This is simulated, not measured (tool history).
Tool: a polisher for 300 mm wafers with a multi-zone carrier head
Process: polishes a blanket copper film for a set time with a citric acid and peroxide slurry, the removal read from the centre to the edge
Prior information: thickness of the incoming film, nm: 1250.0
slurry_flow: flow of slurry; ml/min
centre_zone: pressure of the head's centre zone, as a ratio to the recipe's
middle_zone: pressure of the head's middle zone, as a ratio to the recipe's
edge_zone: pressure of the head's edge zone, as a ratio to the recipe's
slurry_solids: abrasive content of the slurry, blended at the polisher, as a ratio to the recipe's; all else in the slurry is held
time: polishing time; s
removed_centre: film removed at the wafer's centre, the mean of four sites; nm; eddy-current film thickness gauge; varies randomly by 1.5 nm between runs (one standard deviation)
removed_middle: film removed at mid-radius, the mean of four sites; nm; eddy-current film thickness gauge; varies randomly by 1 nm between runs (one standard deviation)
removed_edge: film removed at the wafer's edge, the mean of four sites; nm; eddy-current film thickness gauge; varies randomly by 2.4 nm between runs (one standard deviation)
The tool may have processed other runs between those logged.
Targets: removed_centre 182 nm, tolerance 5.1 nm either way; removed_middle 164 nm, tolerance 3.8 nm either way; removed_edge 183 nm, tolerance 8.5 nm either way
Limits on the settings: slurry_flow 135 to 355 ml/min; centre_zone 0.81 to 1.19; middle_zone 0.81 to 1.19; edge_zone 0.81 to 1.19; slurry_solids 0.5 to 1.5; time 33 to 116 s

run   hour  slurry_flow  centre_zone  middle_zone  edge_zone  slurry_solids  time  removed_centre  removed_middle  removed_edge
  1      0          225            1            1          1              1    74          203.23          221.89        221.13
  2    2.4          225         0.96            1          1              1    74          189.78          223.83         220.6
  3    6.8          220         0.97         0.98       0.99           0.95    74          192.74          214.95        222.95
  4   13.7          225         0.98         0.98       0.98            0.9    73          189.72          212.21        211.97
  5     19          220         0.99         0.96       0.97           0.85    73           190.7          203.87           211
  6   27.8          220         0.99         0.95       0.96            0.8    73          186.28          202.38        209.08
  7   31.4          220            1         0.94       0.95           0.75    73           185.1          197.58        207.26
  8   34.7          220         1.01         0.93       0.94            0.7    73          184.62          195.09        198.11
  9   40.9          215         1.02         0.92       0.94            0.7    73          185.04          191.76        198.66
 10   41.8          210         1.03         0.91       0.94            0.7    73          188.28           187.6        202.39
 11   46.5          205         1.04          0.9       0.93            0.7    73          188.16          184.41        192.94
 12   54.9          205         1.04          0.9       0.93            0.7    73          188.74          184.15        200.56
 13   60.3          200         1.04         0.89       0.92            0.7    73          189.82          184.57        192.52
 14   66.1          195         1.04         0.88       0.92            0.7    73          186.01          179.72        199.08
 15   69.4          190         1.04         0.88       0.91            0.7    73          186.98          180.01        194.24
      73.7  -- centre zone pressure recalibrated
 16   73.7          185         1.04         0.87        0.9            0.7    73          207.52          176.51        198.39
 17   77.2          185         1.05         0.87        0.9            0.7    73           206.4          176.26        192.24
 18   78.6          155         0.96         0.84       0.83           0.55    72          172.85          156.42        171.57
 19   87.5          155         0.96         0.84       0.83           0.55    72          172.87          156.32        173.76
 20     95          160         0.96         0.84       0.83           0.55    72          171.08          157.48        170.36
 21   98.9          160         0.97         0.84       0.84           0.55    72          171.82          156.17        172.47
 22  100.8          165         0.97         0.84       0.84           0.55    72          176.55          159.95         172.6

Next run, 5 choices. One meets every target within its allowed miss, the rest don't. Which?
  A  102.7          180         1.04         0.86       0.81            0.5    70               ?               ?             ?
  B  102.7          350         0.96         0.88       0.81            0.5    62               ?               ?             ?
  C  102.7          165            1         0.81       0.81            0.5    75               ?               ?             ?
  D  102.7          175         0.95         0.83       0.85           0.75    70               ?               ?             ?
  E  102.7          135         0.96         0.82       0.96            0.5    78               ?               ?             ?

move  removed_centre  removed_middle  removed_edge
   A          183.66          157.58        167.13
   B          164.98          154.97        157.77
   C          185.52          158.08        176.99
   D          180.64          165.12        184.32
   E          175.62          158.45        191.83
A: the biggest miss grows against the last run
B: the biggest miss grows against the last run
C: puts the biggest miss on target and leaves a different result outside tolerance
D: each result inside its tolerance
E: takes the biggest miss from the last run beyond its target
The move that meets every target is D.

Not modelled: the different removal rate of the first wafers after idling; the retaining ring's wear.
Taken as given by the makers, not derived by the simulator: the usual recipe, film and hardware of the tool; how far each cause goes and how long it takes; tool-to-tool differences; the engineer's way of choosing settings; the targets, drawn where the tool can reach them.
